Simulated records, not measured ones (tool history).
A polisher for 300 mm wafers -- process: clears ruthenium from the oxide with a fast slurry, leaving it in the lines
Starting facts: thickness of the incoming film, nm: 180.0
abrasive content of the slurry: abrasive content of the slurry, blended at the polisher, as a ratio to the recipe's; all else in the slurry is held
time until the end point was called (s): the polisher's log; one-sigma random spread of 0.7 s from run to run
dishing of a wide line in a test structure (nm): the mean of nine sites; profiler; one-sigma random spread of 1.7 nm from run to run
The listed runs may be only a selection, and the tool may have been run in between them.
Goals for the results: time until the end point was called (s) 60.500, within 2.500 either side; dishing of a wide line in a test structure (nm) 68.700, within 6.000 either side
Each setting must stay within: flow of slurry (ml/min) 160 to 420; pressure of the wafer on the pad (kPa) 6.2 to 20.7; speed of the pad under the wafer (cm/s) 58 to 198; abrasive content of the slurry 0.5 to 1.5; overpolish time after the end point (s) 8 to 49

| run | day | flow of slurry (ml/min) | pressure of the wafer on the pad (kPa) | speed of the pad under the wafer (cm/s) | abrasive content of the slurry | overpolish time after the end point (s) | time until the end point was called (s) | dishing of a wide line in a test structure (nm) |
|---|---|---|---|---|---|---|---|---|
| 1 | 0.000 | 270 | 13.1 | 128 | 1.0 | 25 | 41.684 | 71.080 |
| 2 | 0.317 | 270 | 11.7 | 128 | 1.0 | 27 | 46.504 | 73.393 |
| 3 | 0.462 | 270 | 11.0 | 128 | 1.0 | 28 | 49.821 | 72.383 |
| 4 | 0.738 | 270 | 11.0 | 128 | 1.0 | 22 | 49.478 | 56.717 |
| 5 | 1.096 | 270 | 11.0 | 128 | 0.9 | 22 | 52.614 | 54.864 |
| 6 | 1.400 | 270 | 9.7 | 128 | 0.9 | 22 | 58.301 | 49.970 |
| 7 | 1.775 | 270 | 9.7 | 128 | 0.9 | 25 | 59.631 | 54.752 |
| 8 | 1.904 | 270 | 9.7 | 128 | 0.9 | 27 | 59.219 | 61.017 |
| 9 | 1.954 | 270 | 9.7 | 128 | 0.9 | 28 | 58.521 | 57.697 |
| 10 | 2.017 | 270 | 9.0 | 128 | 0.9 | 39 | 64.546 | 76.230 |
| 11 | 2.275 | 270 | 9.0 | 128 | 0.9 | 37 | 64.980 | 68.548 |
| 12 | 2.488 | 270 | 9.0 | 128 | 0.9 | 36 | 65.338 | 69.290 |
| 13 | 2.542 | 270 | 10.3 | 128 | 0.9 | 33 | 56.024 | 72.049 |

Next run, 4 choices. One meets every target within its allowed miss, the rest don't. Which?
| A | 2.596 | 245 | 9.7 | 124 | 0.9 | 44 | ? | ? |
| B | 2.596 | 265 | 9.7 | 118 | 0.9 | 36 | ? | ? |
| C | 2.596 | 290 | 11.7 | 104 | 0.9 | 35 | ? | ? |
| D | 2.596 | 295 | 7.6 | 150 | 0.8 | 37 | ? | ? |

| move | time until the end point was called (s) | dishing of a wide line in a test structure (nm) |
|---|---|---|
| A | 60.983 | 81.578 |
| B | 63.469 | 69.673 |
| C | 58.961 | 71.874 |
| D | 66.394 | 68.826 |
A: gets the furthest-off result to its target, but another result is out of tolerance
B: takes the result that was furthest off past its target
C: hits every target within its allowed miss
D: takes the result that was furthest off past its target
Answer: C

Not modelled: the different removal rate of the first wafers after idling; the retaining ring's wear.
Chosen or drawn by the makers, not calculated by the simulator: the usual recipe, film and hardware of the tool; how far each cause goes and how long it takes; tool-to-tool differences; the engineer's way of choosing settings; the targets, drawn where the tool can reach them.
